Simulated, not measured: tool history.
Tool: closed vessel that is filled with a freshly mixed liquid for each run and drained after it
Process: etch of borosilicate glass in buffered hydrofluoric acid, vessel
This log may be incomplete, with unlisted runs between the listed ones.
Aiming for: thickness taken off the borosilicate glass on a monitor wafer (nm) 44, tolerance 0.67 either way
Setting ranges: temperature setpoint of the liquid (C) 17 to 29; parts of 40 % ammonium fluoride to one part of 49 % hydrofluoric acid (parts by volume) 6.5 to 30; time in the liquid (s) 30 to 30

| run | hour | temperature setpoint of the liquid (C) | parts of 40 % ammonium fluoride to one part of 49 % hydrofluoric acid (parts by volume) | time in the liquid (s) | thickness taken off the borosilicate glass on a monitor wafer (nm) |
|---|---|---|---|---|---|
| 1 | 0 | 21 | 18.5 | 30 | 16.487 |
| 2 | 4 | 22.5 | 17 | 30 | 19.388 |
| 3 | 6.8 | 23.5 | 15.5 | 30 | 22.437 |
| 4 | 14.6 | 23.5 | 18.5 | 30 | 18.762 |
| 5 | 20.9 | 24.5 | 17 | 30 | 21.578 |
| 6 | 26.3 | 25 | 15.5 | 30 | 24.223 |
|  | 29.3 | hydrofluoric acid flow meter replaced |
| 7 | 29.3 | 25.5 | 14.5 | 30 | 28.233 |
| 8 | 32.6 | 26 | 14 | 30 | 29.941 |
| 9 | 38.2 | 26.5 | 13.5 | 30 | 32.145 |

5 next moves are on the table. One of them brings every result within its allowed miss. Which?
| A | 43.8 | 24.5 | 8.5 | 30 | ? |
| B | 43.8 | 21 | 7 | 30 | ? |
| C | 43.8 | 25 | 8.5 | 30 | ? |
| D | 43.8 | 28.5 | 10.5 | 30 | ? |
| E | 43.8 | 27.5 | 10 | 30 | ? |

| move | thickness taken off the borosilicate glass on a monitor wafer (nm) |
|---|---|
| A | 44.109 |
| B | 45.292 |
| C | 45.296 |
| D | 45.538 |
| E | 45.346 |
A: all results in spec
B: moves the result that the last run missed by most past its target, out the other side
C: moves the result that the last run missed by most past its target, out the other side
D: moves the result that the last run missed by most past its target, out the other side
E: moves the result that the last run missed by most past its target, out the other side
Go with A: it meets all targets.
